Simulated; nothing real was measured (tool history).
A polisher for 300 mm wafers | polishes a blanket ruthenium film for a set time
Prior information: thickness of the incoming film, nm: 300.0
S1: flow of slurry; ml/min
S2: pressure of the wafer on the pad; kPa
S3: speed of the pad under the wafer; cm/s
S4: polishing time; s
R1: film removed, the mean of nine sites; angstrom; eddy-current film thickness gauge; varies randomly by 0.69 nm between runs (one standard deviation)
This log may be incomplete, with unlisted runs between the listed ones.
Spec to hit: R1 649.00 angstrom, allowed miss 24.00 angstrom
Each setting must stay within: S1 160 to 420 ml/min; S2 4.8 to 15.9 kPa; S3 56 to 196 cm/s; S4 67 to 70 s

run    day   S1    S2   S3  S4       R1
  1  0.000  270  10.3  126  67   779.24
  2  0.146  270  11.7  126  67   869.13
  3  0.279  270  11.7  148  67  1024.30
  4  0.354  270  11.0  148  67   942.70
  5  0.512  270  11.0  148  67   962.98
  6  0.546  270   9.7  146  67   822.55
  7  0.712  270   9.0  146  67   791.37
  8  0.825  270   8.3  146  67   733.44

Consider the 4 candidate settings below. Which is the only one whose results all fall within their allowed miss of target?
  A  0.938  370  8.3  164  67   ?
  B  0.938  270  6.2  146  70   ?
  C  0.938  240  8.3  146  68   ?
  D  0.938  320  8.3  130  67   ?

move      R1
   A  832.29
   B  572.62
   C  722.54
   D  655.77
A: its largest miss is bigger than the last run's
B: takes the biggest miss from the last run beyond its target
C: better than the last run, though not everything is in spec
D: meets every target
The move that meets every target is D.
